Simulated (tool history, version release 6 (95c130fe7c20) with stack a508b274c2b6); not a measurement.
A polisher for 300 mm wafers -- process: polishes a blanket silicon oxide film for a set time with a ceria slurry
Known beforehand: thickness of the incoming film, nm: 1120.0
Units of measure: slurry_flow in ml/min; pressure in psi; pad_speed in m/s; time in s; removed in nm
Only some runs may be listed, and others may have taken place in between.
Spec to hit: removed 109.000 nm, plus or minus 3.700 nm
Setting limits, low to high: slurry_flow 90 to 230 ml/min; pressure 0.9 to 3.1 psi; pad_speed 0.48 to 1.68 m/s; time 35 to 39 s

| run | hour | slurry_flow | pressure | pad_speed | time | removed |
|---|---|---|---|---|---|---|
| 1 | 0.0 | 150 | 2.0 | 1.08 | 39 | 142.080 |
| 2 | 7.5 | 150 | 1.6 | 1.08 | 39 | 118.400 |
| 3 | 12.5 | 145 | 1.6 | 1.08 | 39 | 116.260 |
| 4 | 20.5 | 140 | 1.6 | 1.08 | 39 | 114.150 |
| 5 | 28.3 | 140 | 1.6 | 1.18 | 39 | 122.170 |
| 6 | 35.0 | 140 | 1.6 | 1.44 | 39 | 139.370 |
| 7 | 42.8 | 125 | 1.1 | 1.42 | 39 | 100.570 |
| 8 | 48.8 | 135 | 1.1 | 1.42 | 39 | 102.130 |
| 9 | 51.3 | 140 | 1.1 | 1.42 | 39 | 104.180 |
| 10 | 58.9 | 145 | 1.1 | 1.42 | 39 | 106.470 |
| 11 | 60.9 | 150 | 1.1 | 1.42 | 39 | 104.200 |

Pick the move, out of 5, that brings all results within their allowed miss; only one does.
| A | 62.9 | 160 | 1.1 | 1.24 | 39 | ? |
| B | 62.9 | 155 | 1.1 | 1.50 | 39 | ? |
| C | 62.9 | 115 | 1.1 | 1.42 | 39 | ? |
| D | 62.9 | 150 | 1.1 | 1.36 | 39 | ? |
| E | 62.9 | 120 | 1.2 | 1.44 | 35 | ? |

| move | removed |
|---|---|
| A | 96.465 |
| B | 109.090 |
| C | 98.468 |
| D | 101.380 |
| E | 96.189 |
A: moves away from the targets compared with the last run
B: all results land within tolerance of their targets
C: moves away from the targets compared with the last run
D: moves away from the targets compared with the last run
E: moves away from the targets compared with the last run
B meets every target.
